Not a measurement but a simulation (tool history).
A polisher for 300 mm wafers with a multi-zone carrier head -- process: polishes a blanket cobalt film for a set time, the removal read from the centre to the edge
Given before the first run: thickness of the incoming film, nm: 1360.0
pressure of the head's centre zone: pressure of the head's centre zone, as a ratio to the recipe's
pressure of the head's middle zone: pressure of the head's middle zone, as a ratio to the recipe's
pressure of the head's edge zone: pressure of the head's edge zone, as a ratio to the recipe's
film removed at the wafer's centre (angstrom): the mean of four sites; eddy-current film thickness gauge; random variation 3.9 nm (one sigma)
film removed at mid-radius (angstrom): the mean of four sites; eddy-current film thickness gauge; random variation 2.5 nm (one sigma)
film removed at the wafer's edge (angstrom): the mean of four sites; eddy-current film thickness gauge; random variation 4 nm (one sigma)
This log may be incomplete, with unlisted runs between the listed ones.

run	hour	flow of slurry (ml/min)	pressure of the head's centre zone	pressure of the head's middle zone	pressure of the head's edge zone	polishing time (s)	film removed at the wafer's centre (angstrom)	film removed at mid-radius (angstrom)	film removed at the wafer's edge (angstrom)
1	0	145	1	1	1	78	2376.9	2484.4	2465.1
2	6.4	165	1.05	1.06	0.99	82	2672.4	2808.7	2573.2
3	8.8	180	1.09	1.1	1	86	2911.9	3098	2776.4
4	11.1	190	1.12	1.12	0.98	89	3133.9	3289.3	2791.7
5	20	190	1.12	1.12	0.98	97	3410.9	3544.1	3103.7
6	27.6	190	1.12	1.12	0.98	111	3896.7	4116.7	3552.6

Expected results for the next run?
7	31.6	180	1.12	1.12	0.94	110	?	?	?

Run 7 measured film removed at the wafer's centre (angstrom) 3742.5, film removed at mid-radius (angstrom) 3979.9, film removed at the wafer's edge (angstrom) 3406.7.

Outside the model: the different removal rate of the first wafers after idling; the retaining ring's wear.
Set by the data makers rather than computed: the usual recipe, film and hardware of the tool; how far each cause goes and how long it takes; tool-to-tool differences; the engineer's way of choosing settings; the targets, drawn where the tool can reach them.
